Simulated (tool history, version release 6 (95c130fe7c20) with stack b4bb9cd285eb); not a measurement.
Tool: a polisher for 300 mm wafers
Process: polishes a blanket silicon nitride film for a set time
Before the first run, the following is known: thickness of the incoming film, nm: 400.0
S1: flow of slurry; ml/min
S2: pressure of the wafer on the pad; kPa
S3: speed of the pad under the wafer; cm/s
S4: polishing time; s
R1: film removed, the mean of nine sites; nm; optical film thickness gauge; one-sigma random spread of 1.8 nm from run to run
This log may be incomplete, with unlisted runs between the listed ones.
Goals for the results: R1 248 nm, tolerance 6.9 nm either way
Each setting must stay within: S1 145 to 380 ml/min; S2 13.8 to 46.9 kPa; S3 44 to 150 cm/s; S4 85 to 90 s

| run | hour | S1 | S2 | S3 | S4 | R1 |
|---|---|---|---|---|---|---|
| 1 | 0 | 245 | 30.3 | 96 | 85 | 182.79 |
| 2 | 1.8 | 285 | 30.3 | 96 | 85 | 184.43 |
| 3 | 2.5 | 285 | 32.4 | 96 | 85 | 198.61 |
| 4 | 6.8 | 285 | 33.8 | 96 | 85 | 205.83 |
| 5 | 10.7 | 285 | 35.2 | 96 | 85 | 211.3 |
| 6 | 15.2 | 285 | 35.2 | 96 | 85 | 210.43 |
| 7 | 18.9 | 285 | 36.5 | 96 | 85 | 219.52 |
| 8 | 23.7 | 285 | 37.9 | 96 | 85 | 226.69 |
| 9 | 28.5 | 290 | 38.6 | 96 | 85 | 230.28 |
| 10 | 36.8 | 290 | 39.3 | 96 | 85 | 237.97 |
| 11 | 39.7 | 290 | 40 | 96 | 85 | 235.3 |

Pick the move, out of 5, that brings all results within their allowed miss; only one does.
| A | 42.6 | 255 | 44.8 | 100 | 87 | ? |
| B | 42.6 | 295 | 41.4 | 86 | 85 | ? |
| C | 42.6 | 270 | 44.8 | 78 | 90 | ? |
| D | 42.6 | 305 | 44.8 | 76 | 87 | ? |
| E | 42.6 | 380 | 40 | 112 | 85 | ? |

| move | R1 |
|---|---|
| A | 272.84 |
| B | 230.59 |
| C | 246.3 |
| D | 237.6 |
| E | 267.08 |
A: pushes the last run's worst result past its target
B: lands further from the targets than the last run did
C: every result within its allowed miss
D: closes in on the targets versus the last run, not all within tolerance yet
E: pushes the last run's worst result past its target
C is the move that brings every result within its allowed miss.
